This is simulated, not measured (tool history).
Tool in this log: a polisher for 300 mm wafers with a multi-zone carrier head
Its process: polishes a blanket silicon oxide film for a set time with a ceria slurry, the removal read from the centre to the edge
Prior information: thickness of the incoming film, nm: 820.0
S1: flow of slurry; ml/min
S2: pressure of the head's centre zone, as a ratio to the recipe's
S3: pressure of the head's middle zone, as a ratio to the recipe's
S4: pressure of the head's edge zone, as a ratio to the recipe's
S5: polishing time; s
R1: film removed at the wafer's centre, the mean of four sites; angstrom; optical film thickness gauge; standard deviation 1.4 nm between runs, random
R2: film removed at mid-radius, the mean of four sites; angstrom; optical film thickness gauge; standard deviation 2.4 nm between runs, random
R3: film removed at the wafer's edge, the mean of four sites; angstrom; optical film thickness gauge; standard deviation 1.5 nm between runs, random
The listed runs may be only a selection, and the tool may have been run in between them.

Run 1, hour 0.0: S1 150 ml/min, S2 1.00, S3 1.00, S4 1.00, S5 38 s. Result: R1 1095.70 angstrom, R2 1127.0 angstrom, R3 1180.9 angstrom.
Run 2, hour 3.3: S1 125 ml/min, S2 1.00, S3 1.00, S4 1.00, S5 38 s. Result: R1 1026.70 angstrom, R2 1041.5 angstrom, R3 1124.3 angstrom.
Run 3, hour 7.2: S1 125 ml/min, S2 0.97, S3 1.00, S4 1.00, S5 38 s. Result: R1 997.94 angstrom, R2 1066.0 angstrom, R3 1134.5 angstrom.
Run 4, hour 13.0: S1 125 ml/min, S2 0.97, S3 1.00, S4 1.00, S5 45 s. Result: R1 1171.70 angstrom, R2 1219.9 angstrom, R3 1330.2 angstrom.
At hour 20.9: slurry nozzle cleaned.
Run 5, hour 20.9: S1 145 ml/min, S2 1.01, S3 1.03, S4 1.02, S5 46 s. Result: R1 1476.80 angstrom, R2 1469.7 angstrom, R3 1537.3 angstrom.
Run 6, hour 27.3: S1 160 ml/min, S2 1.01, S3 1.03, S4 1.01, S5 46 s. Result: R1 1499.10 angstrom, R2 1543.4 angstrom, R3 1558.0 angstrom.

Run 7 has not been measured yet. What should we expect?
Run 7, hour 35.9: S1 175 ml/min, S2 1.02, S3 1.02, S4 1.01, S5 46 s. Result: R1 ?, R2 ?, R3 ?.

{"run 7": {"R1": 1569.0, "R2": 1573.1, "R3": 1532.7}}
